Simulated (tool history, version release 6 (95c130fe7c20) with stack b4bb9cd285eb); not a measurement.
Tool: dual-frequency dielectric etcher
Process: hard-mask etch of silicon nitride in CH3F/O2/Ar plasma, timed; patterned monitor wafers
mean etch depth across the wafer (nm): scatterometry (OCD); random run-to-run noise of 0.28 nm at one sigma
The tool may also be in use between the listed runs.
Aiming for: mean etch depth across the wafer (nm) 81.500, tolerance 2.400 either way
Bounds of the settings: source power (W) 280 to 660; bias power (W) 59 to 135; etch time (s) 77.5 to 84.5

run  hour  source power (W)  bias power (W)  etch time (s)  mean etch depth across the wafer (nm)
  1   0.0               470              97           84.5                                 67.622
  2   3.1               470              97           84.5                                 66.880
  3   5.2               490             100           84.5                                 69.399
  4   7.5               510             101           84.5                                 69.902
  5  13.8               530             104           84.5                                 72.229
  6  22.4               540             106           84.5                                 73.295
  7  25.8               550             107           84.5                                 74.318
  8  31.3               560             108           84.5                                 74.784
  9  40.2               570             109           84.5                                 75.323

Which of these 4 next moves meets every target?
  A  49.1               660             124           82.0                                      ?
  B  49.1               570             105           77.5                                      ?
  C  49.1               660             107           81.5                                      ?
  D  49.1               550             111           84.5                                      ?

move  mean etch depth across the wafer (nm)
   A                                 81.044
   B                                 68.425
   C                                 76.628
   D                                 74.973
A: all results land within tolerance of their targets
B: the biggest miss grows against the last run
C: gains on the last run, yet a result remains outside its allowed miss
D: the biggest miss grows against the last run
Move A is the one to make.
